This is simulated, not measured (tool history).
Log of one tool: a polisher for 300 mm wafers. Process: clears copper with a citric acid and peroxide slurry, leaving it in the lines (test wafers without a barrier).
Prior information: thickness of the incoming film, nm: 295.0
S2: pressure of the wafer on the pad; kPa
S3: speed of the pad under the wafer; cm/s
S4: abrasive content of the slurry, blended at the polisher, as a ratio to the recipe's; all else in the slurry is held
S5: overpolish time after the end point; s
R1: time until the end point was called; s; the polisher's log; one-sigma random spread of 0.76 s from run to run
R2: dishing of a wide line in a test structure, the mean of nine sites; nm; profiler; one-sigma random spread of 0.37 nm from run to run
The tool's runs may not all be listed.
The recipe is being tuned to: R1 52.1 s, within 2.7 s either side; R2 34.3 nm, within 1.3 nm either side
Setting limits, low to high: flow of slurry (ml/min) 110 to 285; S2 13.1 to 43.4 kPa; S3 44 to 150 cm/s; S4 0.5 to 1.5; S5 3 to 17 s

Run 1, hour 0: flow of slurry (ml/min) 180, S2 28.3 kPa, S3 96 cm/s, S4 1, S5 9 s. Result: R1 96.034 s, R2 15.091 nm.
Run 2, hour 2.9: flow of slurry (ml/min) 175, S2 31.7 kPa, S3 100 cm/s, S4 1, S5 10 s. Result: R1 80.893 s, R2 18.917 nm.
Run 3, hour 10.3: flow of slurry (ml/min) 175, S2 31.7 kPa, S3 100 cm/s, S4 1, S5 12 s. Result: R1 82.645 s, R2 22.26 nm.
Run 4, hour 16.1: flow of slurry (ml/min) 180, S2 35.2 kPa, S3 100 cm/s, S4 1, S5 12 s. Result: R1 73.683 s, R2 23.965 nm.
Run 5, hour 17.8: flow of slurry (ml/min) 180, S2 37.2 kPa, S3 104 cm/s, S4 1, S5 12 s. Result: R1 67.58 s, R2 26.288 nm.
Run 6, hour 26.6: flow of slurry (ml/min) 180, S2 37.2 kPa, S3 104 cm/s, S4 0.85, S5 12 s. Result: R1 69.032 s, R2 26.248 nm.
Run 7, hour 34.3: flow of slurry (ml/min) 180, S2 38.6 kPa, S3 106 cm/s, S4 0.85, S5 12 s. Result: R1 65.947 s, R2 26.884 nm.
Run 8, hour 40.2: flow of slurry (ml/min) 180, S2 40 kPa, S3 108 cm/s, S4 0.85, S5 12 s. Result: R1 62.413 s, R2 27.889 nm.
Run 9, hour 48.4: flow of slurry (ml/min) 180, S2 40.7 kPa, S3 110 cm/s, S4 0.85, S5 12 s. Result: R1 59.714 s, R2 28.458 nm.
Run 10, hour 50.9: flow of slurry (ml/min) 180, S2 41.4 kPa, S3 112 cm/s, S4 0.85, S5 12 s. Result: R1 57.258 s, R2 29.45 nm.
Run 11, hour 57.2: flow of slurry (ml/min) 180, S2 42.1 kPa, S3 114 cm/s, S4 0.85, S5 12 s. Result: R1 56.304 s, R2 30.742 nm.
Run 12, hour 61.5: flow of slurry (ml/min) 185, S2 42.7 kPa, S3 116 cm/s, S4 0.85, S5 12 s. Result: R1 53.662 s, R2 31.608 nm.
Run 13, hour 68.8: flow of slurry (ml/min) 185, S2 43.4 kPa, S3 116 cm/s, S4 0.85, S5 12 s. Result: R1 52.292 s, R2 31.749 nm.
Run 14, hour 70.8: flow of slurry (ml/min) 180, S2 43.4 kPa, S3 118 cm/s, S4 0.85, S5 12 s. Result: R1 53.482 s, R2 31.991 nm.
Run 15, hour 71.9: flow of slurry (ml/min) 180, S2 43.4 kPa, S3 118 cm/s, S4 0.85, S5 12 s. Result: R1 51.855 s, R2 32.118 nm.

Next run, 4 choices. One meets every target within its allowed miss, the rest don't. Which?
Run A, hour 73: flow of slurry (ml/min) 195, S2 43.4 kPa, S3 118 cm/s, S4 0.75, S5 13 s. Result: R1 ?, R2 ?.
Run B, hour 73: flow of slurry (ml/min) 205, S2 43.4 kPa, S3 118 cm/s, S4 1.05, S5 11 s. Result: R1 ?, R2 ?.
Run C, hour 73: flow of slurry (ml/min) 185, S2 41.4 kPa, S3 134 cm/s, S4 0.9, S5 10 s. Result: R1 ?, R2 ?.
Run D, hour 73: flow of slurry (ml/min) 170, S2 43.4 kPa, S3 128 cm/s, S4 0.9, S5 10 s. Result: R1 ?, R2 ?.

move      R1      R2
   A  51.355  34.218
   B  48.952  31.209
   C  46.712  30.004
   D  46.938  29.918
A: each result inside its tolerance
B: misses by more than the last run did
C: misses by more than the last run did
D: misses by more than the last run did
So the answer is move A, the one that meets all the targets.
